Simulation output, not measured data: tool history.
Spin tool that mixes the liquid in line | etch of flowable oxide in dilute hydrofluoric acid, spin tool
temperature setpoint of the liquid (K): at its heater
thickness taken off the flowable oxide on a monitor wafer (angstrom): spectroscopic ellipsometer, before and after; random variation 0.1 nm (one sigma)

run    day  temperature setpoint of the liquid (K)  parts of water to one part of 49 % hydrofluoric acid (parts by volume)  time under the liquid (s)  thickness taken off the flowable oxide on a monitor wafer (angstrom)
  1      0                                  296.15                                                                      55                         45                                                                167.94
  2  0.033                                  295.15                                                                      55                         45                                                                160.19
  3  0.371                                  298.65                                                                      55                         45                                                                 187.4
  4  0.688                                  298.65                                                                      55                         45                                                                186.52
  5  0.733                                  300.15                                                                      55                         45                                                                198.82
  6  1.029                                  298.65                                                                      55                         45                                                                187.91

Forecast run 7:
  7  1.362                                  297.15                                                                      55                         45                                                                     ?

thickness taken off the flowable oxide on a monitor wafer (angstrom): 175.36
